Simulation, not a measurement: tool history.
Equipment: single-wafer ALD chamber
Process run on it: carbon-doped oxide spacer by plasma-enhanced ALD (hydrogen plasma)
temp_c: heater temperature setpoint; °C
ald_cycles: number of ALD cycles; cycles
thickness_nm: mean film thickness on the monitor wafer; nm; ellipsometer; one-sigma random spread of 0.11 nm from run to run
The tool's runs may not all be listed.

run	hour	temp_c	ald_cycles	thickness_nm
1	0.0	400	655	32.970
2	3.3	400	716	36.122
3	5.1	400	650	32.841
4	12.6	400	664	33.542
5	18.2	400	593	29.897
6	23.2	400	612	30.923
7	30.2	400	629	31.703
8	38.0	397	734	37.187
9	40.6	397	739	37.118
10	42.5	397	744	37.357
11	49.6	397	749	37.796
12	59.2	397	753	37.902

Predict the results of run 13:
13	62.7	397	756	?

Logged for run 13: thickness_nm 38.342 nm.
